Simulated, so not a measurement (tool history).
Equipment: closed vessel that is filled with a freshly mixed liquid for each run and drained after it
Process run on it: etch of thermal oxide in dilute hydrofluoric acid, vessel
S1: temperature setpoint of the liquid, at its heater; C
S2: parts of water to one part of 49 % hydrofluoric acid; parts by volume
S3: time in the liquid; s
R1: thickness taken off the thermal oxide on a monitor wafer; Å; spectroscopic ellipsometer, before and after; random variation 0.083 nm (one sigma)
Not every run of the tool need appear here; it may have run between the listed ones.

run,day,S1,S2,S3,R1
1,0,25,50,105,121.25
2,0.329,23,50,105,110.47
3,0.65,23,50,115,119.44
4,0.762,22,50,115,115.68
# day 1.133: hydrofluoric acid flow meter replaced
5,1.133,25.5,50,115,125.07
6,1.462,24.5,55,115,108.28

What does the tool deliver on the next run?
7,1.746,23.5,55,115,?

{"run 7": {"R1": 104.87}}
